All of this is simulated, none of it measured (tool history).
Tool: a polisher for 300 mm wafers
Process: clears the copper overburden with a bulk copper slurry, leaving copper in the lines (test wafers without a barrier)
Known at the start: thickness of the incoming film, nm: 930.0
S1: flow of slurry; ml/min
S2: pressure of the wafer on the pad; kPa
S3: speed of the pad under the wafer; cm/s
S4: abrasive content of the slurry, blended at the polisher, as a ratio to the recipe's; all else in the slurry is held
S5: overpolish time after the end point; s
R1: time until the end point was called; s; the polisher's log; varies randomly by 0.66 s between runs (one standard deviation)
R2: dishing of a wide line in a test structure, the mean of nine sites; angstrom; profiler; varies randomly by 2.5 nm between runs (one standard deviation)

run,hour,S1,S2,S3,S4,S5,R1,R2
1,0.0,265,16.5,116,1.0,26,116.630,777.47
2,8.1,305,16.5,116,1.0,26,116.380,789.06
3,14.8,305,16.5,116,1.0,21,117.890,675.90
4,16.6,250,16.5,116,1.0,21,119.030,721.47
5,24.2,250,18.6,116,1.0,21,105.320,743.51
6,25.1,250,20.0,116,1.0,23,99.418,805.02
7,26.1,250,21.4,118,1.0,24,90.013,877.08

Predict the results of run 8:
8,33.7,250,22.1,118,1.0,24,?,?

R1: 88.822 s
R2: 899.09 angstrom
